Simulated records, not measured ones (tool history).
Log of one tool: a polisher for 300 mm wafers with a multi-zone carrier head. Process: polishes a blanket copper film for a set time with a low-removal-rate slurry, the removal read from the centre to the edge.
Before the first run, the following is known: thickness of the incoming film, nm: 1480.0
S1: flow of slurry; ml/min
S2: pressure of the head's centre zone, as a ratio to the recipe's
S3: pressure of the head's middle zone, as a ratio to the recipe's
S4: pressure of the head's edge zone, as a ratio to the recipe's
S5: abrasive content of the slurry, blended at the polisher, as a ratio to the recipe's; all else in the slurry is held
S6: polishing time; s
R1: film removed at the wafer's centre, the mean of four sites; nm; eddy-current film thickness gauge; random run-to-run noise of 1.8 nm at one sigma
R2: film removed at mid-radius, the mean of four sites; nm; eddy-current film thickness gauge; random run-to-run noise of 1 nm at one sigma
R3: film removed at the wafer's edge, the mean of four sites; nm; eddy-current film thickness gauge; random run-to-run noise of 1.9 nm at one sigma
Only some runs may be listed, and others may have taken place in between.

Run 1, hour 0.0: S1 135 ml/min, S2 1.00, S3 1.00, S4 1.00, S5 1.00, S6 68 s. Result: R1 148.32 nm, R2 143.51 nm, R3 150.57 nm.
Run 2, hour 8.0: S1 135 ml/min, S2 1.00, S3 1.00, S4 1.00, S5 1.00, S6 83 s. Result: R1 185.11 nm, R2 175.80 nm, R3 190.55 nm.
Run 3, hour 11.1: S1 130 ml/min, S2 0.99, S3 1.01, S4 0.97, S5 0.95, S6 83 s. Result: R1 177.05 nm, R2 176.96 nm, R3 180.55 nm.
Run 4, hour 17.2: S1 130 ml/min, S2 0.99, S3 0.96, S4 0.97, S5 0.95, S6 83 s. Result: R1 176.54 nm, R2 167.00 nm, R3 180.25 nm.
Run 5, hour 19.6: S1 125 ml/min, S2 0.98, S3 0.96, S4 0.95, S5 0.95, S6 83 s. Result: R1 173.35 nm, R2 166.71 nm, R3 180.39 nm.
Run 6, hour 27.6: S1 120 ml/min, S2 0.98, S3 0.97, S4 0.93, S5 0.90, S6 83 s. Result: R1 171.76 nm, R2 166.21 nm, R3 170.56 nm.

Run 7 is up next; what results do you expect?
Run 7, hour 28.3: S1 120 ml/min, S2 0.98, S3 0.97, S4 0.93, S5 0.90, S6 83 s. Result: R1 ?, R2 ?, R3 ?.

Run 7 came out at R1 167.20 nm, R2 165.50 nm, R3 169.79 nm.
